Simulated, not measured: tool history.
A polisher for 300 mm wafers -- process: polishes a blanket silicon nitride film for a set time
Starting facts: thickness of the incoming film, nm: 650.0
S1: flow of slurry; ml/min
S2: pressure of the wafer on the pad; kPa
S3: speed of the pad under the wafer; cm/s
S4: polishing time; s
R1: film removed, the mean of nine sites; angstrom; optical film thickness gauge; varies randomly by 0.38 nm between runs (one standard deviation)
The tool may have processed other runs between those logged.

Run 1, hour 0.0: S1 205 ml/min, S2 30.3 kPa, S3 140 cm/s, S4 26 s. Result: R1 780.61 angstrom.
Run 2, hour 2.6: S1 205 ml/min, S2 28.3 kPa, S3 138 cm/s, S4 26 s. Result: R1 728.70 angstrom.
Run 3, hour 5.8: S1 240 ml/min, S2 28.3 kPa, S3 138 cm/s, S4 26 s. Result: R1 734.87 angstrom.
Run 4, hour 8.5: S1 240 ml/min, S2 28.3 kPa, S3 138 cm/s, S4 23 s. Result: R1 651.71 angstrom.
Run 5, hour 16.8: S1 240 ml/min, S2 26.9 kPa, S3 138 cm/s, S4 23 s. Result: R1 614.00 angstrom.
Run 6, hour 22.7: S1 270 ml/min, S2 26.9 kPa, S3 138 cm/s, S4 23 s. Result: R1 637.87 angstrom.
Run 7, hour 30.3: S1 270 ml/min, S2 25.5 kPa, S3 138 cm/s, S4 23 s. Result: R1 590.69 angstrom.
Run 8, hour 38.6: S1 270 ml/min, S2 24.1 kPa, S3 138 cm/s, S4 23 s. Result: R1 571.84 angstrom.
Run 9, hour 42.8: S1 270 ml/min, S2 22.8 kPa, S3 138 cm/s, S4 23 s. Result: R1 534.82 angstrom.
Run 10, hour 46.0: S1 270 ml/min, S2 22.1 kPa, S3 138 cm/s, S4 23 s. Result: R1 528.50 angstrom.
Run 11, hour 53.5: S1 270 ml/min, S2 21.4 kPa, S3 138 cm/s, S4 23 s. Result: R1 510.54 angstrom.
Run 12, hour 54.4: S1 270 ml/min, S2 20.7 kPa, S3 138 cm/s, S4 23 s. Result: R1 484.46 angstrom.
Run 13, hour 58.2: S1 250 ml/min, S2 15.9 kPa, S3 138 cm/s, S4 23 s. Result: R1 376.84 angstrom.
Run 14, hour 63.0: S1 255 ml/min, S2 15.9 kPa, S3 138 cm/s, S4 23 s. Result: R1 376.82 angstrom.
Run 15, hour 66.5: S1 260 ml/min, S2 15.9 kPa, S3 138 cm/s, S4 23 s. Result: R1 379.85 angstrom.
Run 16, hour 69.5: S1 265 ml/min, S2 15.9 kPa, S3 138 cm/s, S4 23 s. Result: R1 378.62 angstrom.

Run 17 comes next. What will it give?
Run 17, hour 76.5: S1 270 ml/min, S2 15.9 kPa, S3 138 cm/s, S4 23 s. Result: R1 ?.

{"run 17": {"R1": 376.92}}
